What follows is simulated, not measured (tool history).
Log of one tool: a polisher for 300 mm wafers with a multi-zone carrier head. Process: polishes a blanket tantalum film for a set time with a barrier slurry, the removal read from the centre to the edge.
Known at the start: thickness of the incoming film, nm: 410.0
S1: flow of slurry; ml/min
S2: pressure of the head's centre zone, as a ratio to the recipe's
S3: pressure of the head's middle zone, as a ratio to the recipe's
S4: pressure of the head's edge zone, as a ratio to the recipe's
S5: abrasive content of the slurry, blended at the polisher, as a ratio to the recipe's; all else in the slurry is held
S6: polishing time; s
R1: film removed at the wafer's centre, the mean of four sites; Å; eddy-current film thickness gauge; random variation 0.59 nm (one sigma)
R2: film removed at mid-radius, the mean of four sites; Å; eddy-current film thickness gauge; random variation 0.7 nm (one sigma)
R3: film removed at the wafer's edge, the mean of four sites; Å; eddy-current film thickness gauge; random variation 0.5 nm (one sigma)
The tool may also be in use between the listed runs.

run 1 hour=0 | S1=185 S2=1 S3=1 S4=1 S5=1 S6=61 | R1=817.54 R2=905.92 R3=890.71
run 2 hour=6.9 | S1=185 S2=1 S3=0.97 S4=1 S5=1 S6=61 | R1=803.01 R2=886.86 R3=892.15
run 3 hour=10.3 | S1=185 S2=1.03 S3=0.97 S4=0.97 S5=0.9 S6=55 | R1=744.46 R2=780.34 R3=785.19
run 4 hour=13.6 | S1=185 S2=1.03 S3=0.97 S4=0.97 S5=1.05 S6=55 | R1=784.45 R2=807.64 R3=821.06
run 5 hour=20 | S1=190 S2=1.05 S3=0.98 S4=0.95 S5=0.95 S6=50 | R1=684.7 R2=725.67 R3=708.15
run 6 hour=28 | S1=190 S2=1.05 S3=0.98 S4=0.95 S5=0.95 S6=38 | R1=528.74 R2=545.55 R3=533.22
run 7 hour=32.2 | S1=190 S2=1.07 S3=0.98 S4=0.93 S5=0.9 S6=37 | R1=514.47 R2=531.51 R3=517.04
run 8 hour=35.9 | S1=190 S2=1.07 S3=0.98 S4=0.93 S5=0.9 S6=37 | R1=516.56 R2=532.77 R3=513.42

Run 9 comes next. What will it give?
run 9 hour=43.7 | S1=185 S2=1.09 S3=0.97 S4=0.91 S5=0.85 S6=37 | R1=? R2=? R3=?

R1: 516.25 Å
R2: 505.7 Å
R3: 504.58 Å

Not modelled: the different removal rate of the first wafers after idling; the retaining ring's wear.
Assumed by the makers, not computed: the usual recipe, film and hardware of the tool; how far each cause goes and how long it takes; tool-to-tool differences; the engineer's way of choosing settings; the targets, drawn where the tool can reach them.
